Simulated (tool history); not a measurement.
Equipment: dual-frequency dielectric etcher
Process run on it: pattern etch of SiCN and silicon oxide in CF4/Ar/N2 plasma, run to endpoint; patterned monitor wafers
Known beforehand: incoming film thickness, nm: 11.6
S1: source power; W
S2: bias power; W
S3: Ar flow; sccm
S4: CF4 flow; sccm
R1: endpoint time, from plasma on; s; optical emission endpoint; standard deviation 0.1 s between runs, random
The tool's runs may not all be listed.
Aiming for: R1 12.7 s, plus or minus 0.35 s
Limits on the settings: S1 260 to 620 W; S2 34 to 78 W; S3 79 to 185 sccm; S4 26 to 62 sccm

| run | day | S1 | S2 | S3 | S4 | R1 |
|---|---|---|---|---|---|---|
| 1 | 0 | 440 | 56 | 132 | 44 | 16.988 |
| 2 | 0.046 | 460 | 56 | 132 | 44 | 16.328 |
| 3 | 0.079 | 460 | 63 | 132 | 44 | 15.588 |
| 4 | 0.208 | 470 | 63 | 132 | 44 | 15.392 |
| 5 | 0.408 | 480 | 63 | 132 | 44 | 15.173 |
| 6 | 0.725 | 490 | 63 | 132 | 44 | 15.151 |
| 7 | 0.958 | 500 | 64 | 131 | 44 | 14.708 |
| 8 | 1.112 | 500 | 64 | 131 | 44 | 14.728 |
| 9 | 1.421 | 510 | 64 | 131 | 44 | 14.415 |
| 10 | 1.7 | 520 | 64 | 131 | 44 | 14.167 |
| 11 | 1.833 | 530 | 64 | 131 | 44 | 13.895 |
| 12 | 2.158 | 540 | 64 | 131 | 44 | 13.73 |

Exactly one of the 4 candidate moves below puts every result within its allowed miss. Which one?
| A | 2.483 | 580 | 73 | 144 | 40 | ? |
| B | 2.483 | 620 | 68 | 125 | 45 | ? |
| C | 2.483 | 610 | 72 | 103 | 41 | ? |
| D | 2.483 | 610 | 73 | 141 | 44 | ? |

| move | R1 |
|---|---|
| A | 12.939 |
| B | 12.243 |
| C | 12.083 |
| D | 12.239 |
A: each result inside its tolerance
B: moves the result that the last run missed by most past its target, out the other side
C: moves the result that the last run missed by most past its target, out the other side
D: moves the result that the last run missed by most past its target, out the other side
A meets every target.

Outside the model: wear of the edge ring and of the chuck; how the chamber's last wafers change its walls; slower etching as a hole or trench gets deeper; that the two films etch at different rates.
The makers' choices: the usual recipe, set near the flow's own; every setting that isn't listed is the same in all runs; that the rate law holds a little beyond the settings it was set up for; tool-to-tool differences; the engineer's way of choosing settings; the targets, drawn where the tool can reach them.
